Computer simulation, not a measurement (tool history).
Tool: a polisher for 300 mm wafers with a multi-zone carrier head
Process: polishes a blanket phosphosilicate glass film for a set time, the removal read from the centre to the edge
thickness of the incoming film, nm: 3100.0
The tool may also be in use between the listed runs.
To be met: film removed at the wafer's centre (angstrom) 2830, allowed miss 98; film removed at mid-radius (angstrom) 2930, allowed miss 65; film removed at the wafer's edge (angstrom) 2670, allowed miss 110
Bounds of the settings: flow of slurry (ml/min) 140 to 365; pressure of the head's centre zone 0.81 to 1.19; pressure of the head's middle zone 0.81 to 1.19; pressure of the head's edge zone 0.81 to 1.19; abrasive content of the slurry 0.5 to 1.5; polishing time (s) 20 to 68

| run | hour | flow of slurry (ml/min) | pressure of the head's centre zone | pressure of the head's middle zone | pressure of the head's edge zone | abrasive content of the slurry | polishing time (s) | film removed at the wafer's centre (angstrom) | film removed at mid-radius (angstrom) | film removed at the wafer's edge (angstrom) |
|---|---|---|---|---|---|---|---|---|---|---|
| 1 | 0 | 235 | 1 | 1 | 1 | 1 | 44 | 4156.4 | 4033.8 | 3984.6 |
| 2 | 7 | 235 | 1 | 1.06 | 1 | 1 | 44 | 4229.8 | 4258.4 | 3912.1 |
| 3 | 12.4 | 235 | 1 | 0.99 | 1 | 1 | 44 | 4222.2 | 4034.6 | 3971.5 |
| 4 | 14.9 | 260 | 1 | 0.99 | 1 | 1 | 44 | 4182.7 | 4056 | 3967.3 |
| 5 | 19.2 | 275 | 0.98 | 0.98 | 0.97 | 0.85 | 43 | 3771.5 | 3730.9 | 3654.9 |
| 6 | 24 | 280 | 0.98 | 0.99 | 0.94 | 0.75 | 41 | 3409.8 | 3354 | 3227.8 |
| 7 | 28.2 | 245 | 0.9 | 0.99 | 0.84 | 0.55 | 41 | 2713.2 | 2863.3 | 2671.6 |
| 8 | 36.9 | 250 | 0.91 | 0.99 | 0.83 | 0.55 | 41 | 2709.1 | 2859.7 | 2659.1 |

5 next moves are on the table. One of them brings every result within its allowed miss. Which?
| A | 45.6 | 240 | 0.95 | 0.89 | 0.97 | 0.5 | 46 | ? | ? | ? |
| B | 45.6 | 255 | 0.95 | 0.85 | 0.88 | 0.55 | 44 | ? | ? | ? |
| C | 45.6 | 260 | 0.93 | 0.99 | 0.81 | 0.75 | 36 | ? | ? | ? |
| D | 45.6 | 255 | 0.94 | 0.93 | 0.84 | 0.6 | 42 | ? | ? | ? |
| E | 45.6 | 220 | 1 | 0.88 | 0.93 | 0.55 | 44 | ? | ? | ? |

| move | film removed at the wafer's centre (angstrom) | film removed at mid-radius (angstrom) | film removed at the wafer's edge (angstrom) |
|---|---|---|---|
| A | 2973 | 2786.9 | 2957.2 |
| B | 3004.4 | 2710.5 | 2884.4 |
| C | 2802 | 2929.2 | 2664.9 |
| D | 2963.8 | 2910.2 | 2827.2 |
| E | 3107.2 | 2743 | 2902.7 |
A: takes the result that was furthest off past its target
B: takes the result that was furthest off past its target
C: meets every target
D: takes the result that was furthest off past its target
E: takes the result that was furthest off past its target
Move C is the one to make.
